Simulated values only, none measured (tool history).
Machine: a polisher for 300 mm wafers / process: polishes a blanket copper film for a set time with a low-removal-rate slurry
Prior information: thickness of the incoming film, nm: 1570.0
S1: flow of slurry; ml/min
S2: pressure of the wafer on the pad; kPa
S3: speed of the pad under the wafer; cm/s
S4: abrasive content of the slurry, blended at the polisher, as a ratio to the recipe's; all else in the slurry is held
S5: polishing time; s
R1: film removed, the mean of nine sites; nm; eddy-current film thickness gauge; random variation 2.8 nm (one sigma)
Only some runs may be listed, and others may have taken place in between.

{"run": 1, "hour": 0.0, "S1": 125, "S2": 22.8, "S3": 84, "S4": 1, "S5": 103, "R1": 296.91}
{"run": 2, "hour": 1.5, "S1": 125, "S2": 22.8, "S3": 84, "S4": 1.05, "S5": 103, "R1": 300.17}
{"run": 3, "hour": 5.2, "S1": 155, "S2": 22.8, "S3": 84, "S4": 1.05, "S5": 103, "R1": 308.51}
{"run": 4, "hour": 10.3, "S1": 155, "S2": 21.4, "S3": 84, "S4": 1.05, "S5": 103, "R1": 290.73}
{"run": 5, "hour": 16.5, "S1": 155, "S2": 20, "S3": 84, "S4": 1.05, "S5": 103, "R1": 273.24}
{"run": 6, "hour": 17.6, "S1": 155, "S2": 20, "S3": 84, "S4": 1.05, "S5": 103, "R1": 271.33}

Run 7 is up next; what results do you expect?
{"run": 7, "hour": 19.3, "S1": 155, "S2": 19.3, "S3": 84, "S4": 1.05, "S5": 103, "R1": "?"}

Run 7 measured R1 261.61 nm.

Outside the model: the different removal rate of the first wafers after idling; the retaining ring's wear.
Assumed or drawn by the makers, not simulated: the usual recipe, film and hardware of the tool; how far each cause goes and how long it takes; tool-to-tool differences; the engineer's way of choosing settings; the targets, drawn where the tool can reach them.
